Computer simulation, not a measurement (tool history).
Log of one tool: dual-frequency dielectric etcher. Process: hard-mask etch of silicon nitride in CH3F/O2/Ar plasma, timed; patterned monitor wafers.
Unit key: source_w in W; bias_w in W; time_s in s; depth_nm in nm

run,hour,source_w,bias_w,time_s,depth_nm
1,0,440,83,229,161.71
2,1.7,440,83,239.5,169.77
3,7,380,83,239.5,158.81
4,13.1,380,98,239.5,172.4
5,15.1,410,98,239.5,178.05
6,16.7,380,94,238.5,168.07
7,22.4,360,91,238,160.62
8,30.6,340,90,238,156.99
9,35.4,340,90,238,156.49
10,38.6,320,89,238,151.84
11,41.7,310,88,238,148.96

Predict the results of run 12:
12,43.8,300,88,238,?

depth_nm: 146.8 nm

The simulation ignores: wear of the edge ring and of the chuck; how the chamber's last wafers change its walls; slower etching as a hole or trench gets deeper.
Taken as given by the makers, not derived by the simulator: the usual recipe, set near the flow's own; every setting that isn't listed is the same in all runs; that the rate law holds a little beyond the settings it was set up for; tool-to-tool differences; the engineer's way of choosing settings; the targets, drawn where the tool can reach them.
